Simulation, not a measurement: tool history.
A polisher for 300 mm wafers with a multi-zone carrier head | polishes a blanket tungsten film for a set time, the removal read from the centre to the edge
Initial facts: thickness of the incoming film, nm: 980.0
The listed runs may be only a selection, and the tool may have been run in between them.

run,hour,flow of slurry (ml/min),pressure of the head's centre zone,pressure of the head's middle zone,pressure of the head's edge zone,abrasive content of the slurry,polishing time (s),film removed at the wafer's centre (Å),film removed at mid-radius (Å),film removed at the wafer's edge (Å)
1,0.0,225,1.00,1.00,1.00,1.00,62,4126.6,4158.3,4103.9
2,7.7,230,1.00,1.03,1.03,1.10,64,4385.0,4522.1,4372.1
3,12.6,230,1.06,1.03,1.03,1.10,64,4674.4,4439.3,4400.4
4,15.4,235,1.04,1.05,1.06,1.20,66,4861.7,4877.7,4620.3
5,17.5,230,1.01,1.04,1.08,1.25,68,4933.8,4951.9,4952.1
6,20.4,235,0.99,1.06,1.10,1.30,69,5045.8,5250.0,5056.9
7,25.0,240,0.97,1.07,1.12,1.35,70,4916.0,5469.8,5393.6
8,30.2,250,0.97,1.08,1.13,1.35,70,5022.7,5475.8,5334.4
9,36.5,250,0.97,1.09,1.14,1.40,70,5085.3,5614.4,5447.6
10,39.3,255,0.97,1.10,1.15,1.40,70,5009.9,5611.0,5540.0

The next listed run, before its measurement:
11,47.0,260,0.97,1.11,1.15,1.40,70,?,?,?

Run 11 measured film removed at the wafer's centre (Å) 5231.6, film removed at mid-radius (Å) 5625.7, film removed at the wafer's edge (Å) 5495.8.
